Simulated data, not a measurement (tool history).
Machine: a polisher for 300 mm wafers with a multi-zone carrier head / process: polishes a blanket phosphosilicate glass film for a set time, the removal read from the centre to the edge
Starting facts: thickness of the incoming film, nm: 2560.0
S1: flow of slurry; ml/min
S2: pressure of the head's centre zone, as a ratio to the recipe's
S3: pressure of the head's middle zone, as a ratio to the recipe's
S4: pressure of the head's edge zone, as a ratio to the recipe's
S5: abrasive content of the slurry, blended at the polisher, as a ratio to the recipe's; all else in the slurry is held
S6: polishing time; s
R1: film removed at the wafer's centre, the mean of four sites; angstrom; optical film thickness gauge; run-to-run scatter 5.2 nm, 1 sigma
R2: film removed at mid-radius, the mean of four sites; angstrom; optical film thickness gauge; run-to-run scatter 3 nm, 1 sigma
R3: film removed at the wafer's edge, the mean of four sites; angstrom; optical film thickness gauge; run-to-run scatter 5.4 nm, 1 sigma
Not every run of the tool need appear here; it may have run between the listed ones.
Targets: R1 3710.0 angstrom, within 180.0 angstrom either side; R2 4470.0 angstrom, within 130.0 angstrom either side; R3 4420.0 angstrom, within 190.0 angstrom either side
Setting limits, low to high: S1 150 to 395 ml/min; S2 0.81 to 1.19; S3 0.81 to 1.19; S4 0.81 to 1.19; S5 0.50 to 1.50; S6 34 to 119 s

run,hour,S1,S2,S3,S4,S5,S6,R1,R2,R3
1,0.0,250,1.00,1.00,1.00,1.00,76,5291.2,5966.1,5945.1
2,5.1,250,1.00,1.00,1.06,1.00,76,5461.2,5864.7,6132.0
3,8.7,245,0.98,0.97,1.01,0.85,75,4760.7,5223.7,5379.7
4,13.2,240,0.95,0.94,0.96,0.80,75,4366.0,4849.8,4941.3
5,14.5,230,0.92,0.93,0.93,0.80,75,4251.1,4748.8,4934.1
6,19.5,230,0.90,0.93,0.90,0.75,75,4016.5,4617.3,4675.4
7,22.2,225,0.89,0.93,0.88,0.75,75,3942.0,4538.6,4550.6
8,27.9,220,0.88,0.93,0.87,0.75,75,3896.8,4571.8,4534.6
# hour 29.0: centre zone pressure recalibrated
9,29.0,215,0.87,0.93,0.86,0.75,75,4297.7,4565.3,4471.4
10,33.7,235,0.87,0.92,0.85,0.75,75,4293.9,4539.2,4543.0
11,35.5,220,0.86,0.92,0.86,0.75,75,4259.7,4514.5,4486.0
12,39.8,210,0.89,0.93,0.86,0.75,75,4297.2,4530.5,4394.6
13,44.8,215,0.87,0.93,0.86,0.75,75,4125.2,4548.7,4543.2
14,51.8,210,0.86,0.94,0.86,0.70,75,3926.6,4325.4,4201.6
15,60.6,220,0.85,0.95,0.88,0.70,75,3998.3,4439.7,4325.2
16,68.3,225,0.85,0.97,0.92,0.65,75,3822.6,4268.0,4194.8

5 next moves are on the table. One of them brings every result within its allowed miss. Which?
A,76.0,180,0.86,0.93,0.86,0.60,81,?,?,?
B,76.0,155,0.94,0.81,0.84,0.55,94,?,?,?
C,76.0,200,0.82,0.99,0.97,0.75,70,?,?,?
D,76.0,245,0.82,0.95,0.93,0.65,74,?,?,?
E,76.0,295,0.82,1.09,0.96,0.60,75,?,?,?

move,R1,R2,R3
A,3757.4,3960.6,4029.2
B,4230.9,3691.0,4206.7
C,3761.1,4347.0,4411.7
D,3700.1,4118.9,4213.2
E,3605.4,4494.0,4124.4
A: lands further from the targets than the last run did
B: lands further from the targets than the last run did
C: every result within its allowed miss
D: lands further from the targets than the last run did
E: brings the last run's worst result on target, with another outside its allowed miss
Correct choice: C, which meets every target
